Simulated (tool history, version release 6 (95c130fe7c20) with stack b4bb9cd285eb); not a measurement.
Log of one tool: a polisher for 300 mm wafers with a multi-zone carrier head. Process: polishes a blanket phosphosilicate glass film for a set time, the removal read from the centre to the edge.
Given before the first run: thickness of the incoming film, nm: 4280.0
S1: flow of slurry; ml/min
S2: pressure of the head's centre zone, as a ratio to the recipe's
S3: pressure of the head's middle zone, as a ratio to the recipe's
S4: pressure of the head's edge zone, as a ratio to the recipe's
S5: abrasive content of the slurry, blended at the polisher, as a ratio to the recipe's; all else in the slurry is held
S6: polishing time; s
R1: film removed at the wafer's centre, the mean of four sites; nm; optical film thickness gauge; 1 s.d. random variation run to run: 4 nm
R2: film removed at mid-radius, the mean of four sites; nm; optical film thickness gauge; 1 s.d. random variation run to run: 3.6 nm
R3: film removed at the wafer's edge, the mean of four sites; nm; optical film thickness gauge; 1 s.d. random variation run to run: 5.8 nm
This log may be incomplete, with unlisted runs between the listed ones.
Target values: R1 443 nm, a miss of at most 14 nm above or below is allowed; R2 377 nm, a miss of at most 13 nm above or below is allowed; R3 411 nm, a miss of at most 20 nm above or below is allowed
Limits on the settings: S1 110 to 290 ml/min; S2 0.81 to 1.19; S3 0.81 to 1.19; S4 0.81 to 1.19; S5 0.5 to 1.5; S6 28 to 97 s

run  hour   S1    S2    S3    S4    S5  S6      R1      R2      R3
  1     0  185     1     1     1     1  62  588.11   566.9  564.93
  2   4.8  185  1.09     1     1     1  62  638.87  572.93  553.44
  3  11.4  185  1.04     1     1     1  62  611.32  571.43  566.28
  4  13.8  185  1.04  1.07     1     1  62  590.17  597.31  562.72
  5  22.3  160  1.04  1.07     1     1  62  599.31  592.56  553.17
  6  29.6  155  1.03  1.04     1  0.95  62  573.82  563.72  543.75
  7  35.7  160  1.06  0.94   0.9   0.7  57  492.46  432.57  425.83
  8  38.2  155  1.05  0.93   0.9   0.7  57     485  426.49  431.45
  9  40.6  155  1.04  0.92   0.9   0.7  57  476.94  418.03  446.55
 10    46  155  1.04  0.92  0.89   0.7  57  475.96  428.97  438.46
 11  49.2  155  1.04  0.91  0.89   0.7  57   481.1  415.85  434.37
 12  57.1  155  1.04   0.9  0.88   0.7  57  473.57  419.08  435.44

Exercise: of the 4 proposed moves below, exactly one satisfies all targets within the stated allowed misses. Which move is it?
  A    65  145  1.04  0.98  0.81  0.75  52   ?   ?   ?
  B    65  120   1.1  0.86  0.85   0.7  52   ?   ?   ?
  C    65  155  1.01  0.85  0.91   0.9  50   ?   ?   ?
  D    65  180  0.91  0.99  0.81   0.7  61   ?   ?   ?

move      R1      R2      R3
   A  441.43  415.36  376.43
   B   440.8  354.87  368.33
   C   442.5  382.81  408.87
   D  457.86  495.32  441.21
A: better than the last run, though not everything is in spec
B: carries the result that was furthest off beyond its target, to the other side
C: all results land within tolerance of their targets
D: lands further from the targets than the last run did
Answer: C
